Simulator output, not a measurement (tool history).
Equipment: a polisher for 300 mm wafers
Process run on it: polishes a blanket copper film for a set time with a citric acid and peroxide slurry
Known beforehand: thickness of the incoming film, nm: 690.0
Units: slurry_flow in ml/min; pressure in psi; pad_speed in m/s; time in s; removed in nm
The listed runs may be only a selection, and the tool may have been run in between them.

run 1 hour=0 | slurry_flow=165 pressure=2.5 pad_speed=0.92 slurry_solids=1 time=52 | removed=97.65
run 2 hour=3.2 | slurry_flow=190 pressure=2.5 pad_speed=0.92 slurry_solids=1 time=52 | removed=99.666
run 3 hour=5.6 | slurry_flow=195 pressure=2.5 pad_speed=0.92 slurry_solids=1 time=52 | removed=100.09
run 4 hour=6.7 | slurry_flow=205 pressure=2.7 pad_speed=0.92 slurry_solids=1 time=52 | removed=108.41
run 5 hour=15.5 | slurry_flow=205 pressure=2.7 pad_speed=0.78 slurry_solids=1 time=52 | removed=92.972
run 6 hour=18.7 | slurry_flow=205 pressure=2.7 pad_speed=0.78 slurry_solids=0.85 time=52 | removed=90.995

What does the tool deliver on the next run?
run 7 hour=26.4 | slurry_flow=205 pressure=2.8 pad_speed=0.78 slurry_solids=0.85 time=52 | removed=?

For run 7 the tool returned removed 93.907 nm.
